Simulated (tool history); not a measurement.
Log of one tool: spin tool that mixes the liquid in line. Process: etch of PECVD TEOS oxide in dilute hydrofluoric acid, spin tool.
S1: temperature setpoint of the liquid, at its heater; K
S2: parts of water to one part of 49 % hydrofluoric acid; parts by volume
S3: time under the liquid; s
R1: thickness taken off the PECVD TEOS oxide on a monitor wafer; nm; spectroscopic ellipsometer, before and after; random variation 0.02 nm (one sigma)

run  hour      S1   S2  S3      R1
  1   0.0  294.15  150  15  1.6519
  2   3.0  294.15  150  15  1.6502
  3   8.6  295.15  145  15  1.7855
  4  10.1  296.15  140  15  1.9377
  5  12.2  296.65  135  15  2.0607
  6  20.4  293.65  135  15  1.8354
  7  28.1  294.65  130  15  1.9767
  8  29.8  295.65  130  15  2.0733

The next listed run, before its measurement:
  9  35.4  299.65  110  15   ?

R1: 2.9036 nm

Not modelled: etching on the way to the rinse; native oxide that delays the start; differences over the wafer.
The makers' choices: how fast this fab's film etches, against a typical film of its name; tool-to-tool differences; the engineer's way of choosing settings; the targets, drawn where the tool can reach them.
